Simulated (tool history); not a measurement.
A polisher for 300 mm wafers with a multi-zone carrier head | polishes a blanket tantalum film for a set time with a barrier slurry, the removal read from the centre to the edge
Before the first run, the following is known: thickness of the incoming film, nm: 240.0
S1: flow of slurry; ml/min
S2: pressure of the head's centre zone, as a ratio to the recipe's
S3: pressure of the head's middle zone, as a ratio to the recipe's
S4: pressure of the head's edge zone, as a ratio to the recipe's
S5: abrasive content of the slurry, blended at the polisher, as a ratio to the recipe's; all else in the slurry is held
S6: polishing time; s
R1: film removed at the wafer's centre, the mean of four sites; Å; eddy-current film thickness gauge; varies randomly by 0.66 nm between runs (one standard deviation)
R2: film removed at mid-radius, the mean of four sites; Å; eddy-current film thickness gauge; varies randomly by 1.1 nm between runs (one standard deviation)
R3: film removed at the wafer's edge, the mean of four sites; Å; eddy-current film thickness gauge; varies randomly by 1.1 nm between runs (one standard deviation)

run  hour   S1    S2    S3    S4    S5  S6      R1      R2      R3
  1   0.0  135  1.00  1.00  1.00  1.00  67  856.97  868.46  874.35
  2   4.3  140  1.00  1.00  1.02  1.05  67  863.32  882.07  897.12
  3   8.0  140  1.00  1.00  1.02  1.15  67  893.92  908.29  925.29
  4  13.5  140  0.95  1.00  1.02  1.15  67  830.63  914.06  919.71
  5  15.1  140  0.99  1.00  1.02  1.15  67  888.73  895.23  922.14
  6  23.7  145  0.99  1.01  1.04  1.15  67  882.21  922.79  934.08
  7  27.5  150  0.99  1.01  1.05  1.15  67  898.33  948.04  949.24
  8  34.2  155  0.99  1.01  1.06  1.15  67  887.30  924.07  959.50

Run 9, settings as shown, results not yet in. Your forecast:
  9  38.3  180  1.04  1.11  1.15  1.40  68   ?   ?   ?

R1: 1036.50 Å
R2: 1106.50 Å
R3: 1084.40 Å
